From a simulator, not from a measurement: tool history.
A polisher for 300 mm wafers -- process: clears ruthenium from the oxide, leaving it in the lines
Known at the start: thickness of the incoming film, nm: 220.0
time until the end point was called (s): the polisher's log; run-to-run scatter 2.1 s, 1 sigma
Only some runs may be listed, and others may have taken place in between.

run    day  flow of slurry (ml/min)  pressure of the wafer on the pad (psi)  speed of the pad under the wafer (m/s)  overpolish time after the end point (s)  time until the end point was called (s)
  1      0                      240                                     2.4                                    1.26                                        6                                   157.36
  2   0.05                      240                                     2.6                                    1.26                                        6                                   143.38
  3  0.258                      280                                     2.6                                    1.26                                        6                                   138.46
  4  0.608                      280                                     3.1                                    1.26                                        6                                   118.49
     0.642  -- slurry nozzle cleaned
  5  0.642                      270                                     2.7                                    1.24                                        6                                   128.68
  6  0.671                      270                                     2.2                                    1.24                                        6                                   152.92

Run 7 is up next; what results do you expect?
  7  0.712                      240                                     2.1                                    1.24                                        6                                        ?

time until the end point was called (s): 162.85
